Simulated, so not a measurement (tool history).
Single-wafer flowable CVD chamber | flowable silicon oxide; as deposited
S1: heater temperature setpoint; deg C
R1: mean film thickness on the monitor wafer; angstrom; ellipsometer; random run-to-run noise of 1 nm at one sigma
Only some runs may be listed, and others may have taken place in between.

{"run": 1, "hour": 0.0, "S1": 105, "chamber pressure (Torr)": 0.586, "RF power (kW)": 2.455, "deposition time (s)": 410, "R1": 1373.1}
{"run": 2, "hour": 4.0, "S1": 100, "chamber pressure (Torr)": 0.586, "RF power (kW)": 2.455, "deposition time (s)": 410, "R1": 1656.8}
{"run": 3, "hour": 8.8, "S1": 97, "chamber pressure (Torr)": 0.586, "RF power (kW)": 2.455, "deposition time (s)": 410, "R1": 1850.9}
{"run": 4, "hour": 13.0, "S1": 97, "chamber pressure (Torr)": 0.586, "RF power (kW)": 2.765, "deposition time (s)": 410, "R1": 1876.2}
{"run": 5, "hour": 19.1, "S1": 97, "chamber pressure (Torr)": 0.586, "RF power (kW)": 2.625, "deposition time (s)": 410, "R1": 1858.2}
{"run": 6, "hour": 26.9, "S1": 95, "chamber pressure (Torr)": 0.586, "RF power (kW)": 2.625, "deposition time (s)": 410, "R1": 2017.0}
{"run": 7, "hour": 35.6, "S1": 94, "chamber pressure (Torr)": 0.586, "RF power (kW)": 2.625, "deposition time (s)": 410, "R1": 2082.6}

Expected results for the next run?
{"run": 8, "hour": 42.5, "S1": 93, "chamber pressure (Torr)": 0.586, "RF power (kW)": 2.625, "deposition time (s)": 410, "R1": "?"}

Run 8 yielded R1 2138.5 angstrom.
